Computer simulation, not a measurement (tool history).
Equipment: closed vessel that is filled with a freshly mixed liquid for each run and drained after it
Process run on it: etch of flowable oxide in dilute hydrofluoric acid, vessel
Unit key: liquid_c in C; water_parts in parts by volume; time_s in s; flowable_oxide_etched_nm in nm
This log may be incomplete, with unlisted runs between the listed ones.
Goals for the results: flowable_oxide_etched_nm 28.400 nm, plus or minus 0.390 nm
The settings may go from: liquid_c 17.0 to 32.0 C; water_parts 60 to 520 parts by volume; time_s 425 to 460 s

Run 1, hour 0.0: liquid_c 24.0 C, water_parts 290 parts by volume, time_s 425 s. Result: flowable_oxide_etched_nm 42.890 nm.
Run 2, hour 7.1: liquid_c 22.5 C, water_parts 300 parts by volume, time_s 425 s. Result: flowable_oxide_etched_nm 38.823 nm.
Run 3, hour 15.4: liquid_c 20.5 C, water_parts 300 parts by volume, time_s 425 s. Result: flowable_oxide_etched_nm 36.204 nm.
Run 4, hour 24.3: liquid_c 20.5 C, water_parts 350 parts by volume, time_s 425 s. Result: flowable_oxide_etched_nm 29.587 nm.
Run 5, hour 30.7: liquid_c 20.0 C, water_parts 350 parts by volume, time_s 425 s. Result: flowable_oxide_etched_nm 29.191 nm.
Run 6, hour 40.1: liquid_c 20.0 C, water_parts 440 parts by volume, time_s 425 s. Result: flowable_oxide_etched_nm 21.390 nm.
Run 7, hour 43.8: liquid_c 21.5 C, water_parts 440 parts by volume, time_s 425 s. Result: flowable_oxide_etched_nm 22.595 nm.
Run 8, hour 49.1: liquid_c 25.5 C, water_parts 440 parts by volume, time_s 425 s. Result: flowable_oxide_etched_nm 25.673 nm.
Run 9, hour 53.3: liquid_c 26.0 C, water_parts 440 parts by volume, time_s 425 s. Result: flowable_oxide_etched_nm 26.003 nm.
Run 10, hour 58.1: liquid_c 26.5 C, water_parts 440 parts by volume, time_s 425 s. Result: flowable_oxide_etched_nm 26.601 nm.
Run 11, hour 63.0: liquid_c 26.5 C, water_parts 440 parts by volume, time_s 425 s. Result: flowable_oxide_etched_nm 26.586 nm.

Which of these 5 next moves meets every target?
Run A, hour 67.9: liquid_c 27.5 C, water_parts 440 parts by volume, time_s 440 s. Result: flowable_oxide_etched_nm ?.
Run B, hour 67.9: liquid_c 27.0 C, water_parts 420 parts by volume, time_s 430 s. Result: flowable_oxide_etched_nm ?.
Run C, hour 67.9: liquid_c 22.5 C, water_parts 395 parts by volume, time_s 430 s. Result: flowable_oxide_etched_nm ?.
Run D, hour 67.9: liquid_c 23.5 C, water_parts 460 parts by volume, time_s 440 s. Result: flowable_oxide_etched_nm ?.
Run E, hour 67.9: liquid_c 26.5 C, water_parts 445 parts by volume, time_s 445 s. Result: flowable_oxide_etched_nm ?.

move  flowable_oxide_etched_nm
   A                    28.341
   B                    29.107
   C                    27.362
   D                    23.494
   E                    27.356
A: each result inside its tolerance
B: the result that was furthest off in the last run now lies on the other side of its target
C: nearer the targets than the last run, but a result is still out of spec
D: lands further from the targets than the last run did
E: nearer the targets than the last run, but a result is still out of spec
Answer: A
